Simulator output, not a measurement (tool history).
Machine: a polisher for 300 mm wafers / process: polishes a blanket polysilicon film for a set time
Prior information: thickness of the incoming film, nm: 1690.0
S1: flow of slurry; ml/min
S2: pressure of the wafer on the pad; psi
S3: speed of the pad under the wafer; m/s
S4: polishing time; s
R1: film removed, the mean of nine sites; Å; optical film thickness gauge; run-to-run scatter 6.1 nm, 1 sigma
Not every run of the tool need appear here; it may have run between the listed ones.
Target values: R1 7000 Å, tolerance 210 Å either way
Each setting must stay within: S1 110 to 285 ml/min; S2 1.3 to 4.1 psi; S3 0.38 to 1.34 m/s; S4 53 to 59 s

{"run": 1, "day": 0.0, "S1": 180, "S2": 2.7, "S3": 0.86, "S4": 59, "R1": 4215.4}
{"run": 2, "day": 0.171, "S1": 180, "S2": 3.1, "S3": 0.86, "S4": 59, "R1": 4884.4}
{"run": 3, "day": 0.408, "S1": 180, "S2": 3.1, "S3": 1.04, "S4": 59, "R1": 5821.5}
{"run": 4, "day": 0.525, "S1": 145, "S2": 3.1, "S3": 1.04, "S4": 59, "R1": 5556.7}
{"run": 5, "day": 0.892, "S1": 145, "S2": 3.1, "S3": 0.86, "S4": 59, "R1": 4715.5}
{"run": 6, "day": 1.208, "S1": 155, "S2": 3.3, "S3": 0.86, "S4": 59, "R1": 5076.1}
{"run": 7, "day": 1.35, "S1": 170, "S2": 3.5, "S3": 0.86, "S4": 59, "R1": 5325.4}
{"run": 8, "day": 1.571, "S1": 175, "S2": 3.6, "S3": 0.88, "S4": 59, "R1": 5637.9}
{"run": 9, "day": 1.879, "S1": 180, "S2": 3.7, "S3": 0.9, "S4": 59, "R1": 6004.4}
{"run": 10, "day": 2.008, "S1": 180, "S2": 3.7, "S3": 0.9, "S4": 59, "R1": 6013.6}
{"run": 11, "day": 2.379, "S1": 210, "S2": 4.1, "S3": 0.9, "S4": 59, "R1": 6711.3}

Of the 5 settings listed for the next run, only one would bring every result within its allowed miss of target. Which one?
{"run": "A", "day": 2.75, "S1": 200, "S2": 4.1, "S3": 0.96, "S4": 54, "R1": "?"}
{"run": "B", "day": 2.75, "S1": 250, "S2": 3.7, "S3": 1, "S4": 54, "R1": "?"}
{"run": "C", "day": 2.75, "S1": 225, "S2": 4, "S3": 1.04, "S4": 59, "R1": "?"}
{"run": "D", "day": 2.75, "S1": 200, "S2": 3.9, "S3": 0.98, "S4": 59, "R1": "?"}
{"run": "E", "day": 2.75, "S1": 195, "S2": 4.1, "S3": 0.88, "S4": 58, "R1": "?"}

move=A R1=6447.2
move=B R1=6213.8
move=C R1=7531.2
move=D R1=6843.4
move=E R1=6344.5
A: further off than the last run
B: further off than the last run
C: takes the biggest miss from the last run beyond its target
D: every result lands within tolerance
E: further off than the last run
Go with D: it meets all targets.
